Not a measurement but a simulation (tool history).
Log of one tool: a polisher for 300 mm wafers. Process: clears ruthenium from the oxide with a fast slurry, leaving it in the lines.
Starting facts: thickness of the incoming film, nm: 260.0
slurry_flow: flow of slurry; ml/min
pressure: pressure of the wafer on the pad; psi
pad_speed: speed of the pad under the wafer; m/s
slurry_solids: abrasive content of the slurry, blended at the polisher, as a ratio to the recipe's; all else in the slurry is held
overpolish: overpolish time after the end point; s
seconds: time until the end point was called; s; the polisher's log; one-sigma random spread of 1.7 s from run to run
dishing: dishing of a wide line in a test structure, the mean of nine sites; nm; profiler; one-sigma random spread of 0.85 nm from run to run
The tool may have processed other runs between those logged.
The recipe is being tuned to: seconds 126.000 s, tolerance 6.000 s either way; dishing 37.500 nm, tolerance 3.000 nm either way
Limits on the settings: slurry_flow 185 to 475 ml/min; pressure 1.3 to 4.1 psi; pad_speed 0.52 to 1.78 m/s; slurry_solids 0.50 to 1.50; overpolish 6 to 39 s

{"run": 1, "hour": 0.0, "slurry_flow": 305, "pressure": 2.7, "pad_speed": 1.14, "slurry_solids": 1.0, "overpolish": 20, "seconds": 56.556, "dishing": 73.061}
{"run": 2, "hour": 3.8, "slurry_flow": 305, "pressure": 2.3, "pad_speed": 1.06, "slurry_solids": 1.0, "overpolish": 20, "seconds": 67.466, "dishing": 63.863}
{"run": 3, "hour": 4.7, "slurry_flow": 305, "pressure": 2.3, "pad_speed": 1.06, "slurry_solids": 1.0, "overpolish": 14, "seconds": 68.077, "dishing": 46.398}
{"run": 4, "hour": 7.9, "slurry_flow": 305, "pressure": 2.0, "pad_speed": 0.96, "slurry_solids": 1.0, "overpolish": 16, "seconds": 84.034, "dishing": 42.404}
{"hour": 16.9, "done": "slurry nozzle cleaned"}
{"run": 5, "hour": 16.9, "slurry_flow": 305, "pressure": 1.8, "pad_speed": 0.92, "slurry_solids": 1.0, "overpolish": 17, "seconds": 93.276, "dishing": 40.969}
{"run": 6, "hour": 20.0, "slurry_flow": 305, "pressure": 1.7, "pad_speed": 0.88, "slurry_solids": 1.0, "overpolish": 18, "seconds": 99.817, "dishing": 41.97}
{"run": 7, "hour": 22.1, "slurry_flow": 305, "pressure": 1.3, "pad_speed": 0.76, "slurry_solids": 1.0, "overpolish": 19, "seconds": 139.74, "dishing": 31.869}
{"run": 8, "hour": 29.1, "slurry_flow": 305, "pressure": 1.4, "pad_speed": 0.76, "slurry_solids": 1.0, "overpolish": 19, "seconds": 128.68, "dishing": 32.236}

Which of these 5 next moves meets every target?
{"run": "A", "hour": 36.1, "slurry_flow": 275, "pressure": 1.3, "pad_speed": 0.72, "slurry_solids": 1.25, "overpolish": 16, "seconds": "?", "dishing": "?"}
{"run": "B", "hour": 36.1, "slurry_flow": 380, "pressure": 1.4, "pad_speed": 1.04, "slurry_solids": 0.8, "overpolish": 15, "seconds": "?", "dishing": "?"}
{"run": "C", "hour": 36.1, "slurry_flow": 330, "pressure": 1.6, "pad_speed": 0.78, "slurry_solids": 0.85, "overpolish": 21, "seconds": "?", "dishing": "?"}
{"run": "D", "hour": 36.1, "slurry_flow": 315, "pressure": 1.3, "pad_speed": 0.8, "slurry_solids": 1.0, "overpolish": 17, "seconds": "?", "dishing": "?"}
{"run": "E", "hour": 36.1, "slurry_flow": 285, "pressure": 1.3, "pad_speed": 0.92, "slurry_solids": 0.95, "overpolish": 15, "seconds": "?", "dishing": "?"}

move=A seconds=126.700 dishing=29.786
move=B seconds=127.350 dishing=27.908
move=C seconds=127.140 dishing=38.163
move=D seconds=135.180 dishing=29.670
move=E seconds=130.210 dishing=27.332
A: misses by more than the last run did
B: misses by more than the last run did
C: every result lands within tolerance
D: misses by more than the last run did
E: misses by more than the last run did
Correct choice: C, which meets every target
